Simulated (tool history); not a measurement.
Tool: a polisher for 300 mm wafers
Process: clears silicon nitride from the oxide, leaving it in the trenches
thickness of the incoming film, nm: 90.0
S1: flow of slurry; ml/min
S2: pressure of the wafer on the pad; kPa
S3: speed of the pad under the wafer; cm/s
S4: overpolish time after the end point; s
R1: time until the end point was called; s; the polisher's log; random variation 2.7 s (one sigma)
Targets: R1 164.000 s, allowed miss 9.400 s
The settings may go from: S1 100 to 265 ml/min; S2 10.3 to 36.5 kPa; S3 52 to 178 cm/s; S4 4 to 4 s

run  hour   S1    S2   S3  S4       R1
  1   0.0  170  23.4  114   4   85.690
  2   4.8  170  23.4  100   4   95.077
  3  12.4  170  22.1  100   4  101.850
  4  16.8  170  22.1  118   4   89.541
  5  20.8  170  22.1  136   4   76.372
  6  27.4  170  20.7  132   4   82.148
  7  30.8  170  19.3  128   4   90.048
  8  32.7  170  18.6  124   4   94.576
  9  34.4  160  11.7   94   4  183.640

Which of these 5 next moves meets every target?
  A  36.1  185  10.3   90   4   ?
  B  36.1  140  12.4  102   4   ?
  C  36.1  175  10.3   96   4   ?
  D  36.1  110  11.0  110   4   ?
  E  36.1  120  13.8   86   4   ?

move       R1
   A  206.370
   B  167.550
   C  195.660
   D  180.860
   E  188.460
A: further off than the last run
B: meets every target
C: further off than the last run
D: nearer than the last run, and not there yet
E: further off than the last run
Answer: B

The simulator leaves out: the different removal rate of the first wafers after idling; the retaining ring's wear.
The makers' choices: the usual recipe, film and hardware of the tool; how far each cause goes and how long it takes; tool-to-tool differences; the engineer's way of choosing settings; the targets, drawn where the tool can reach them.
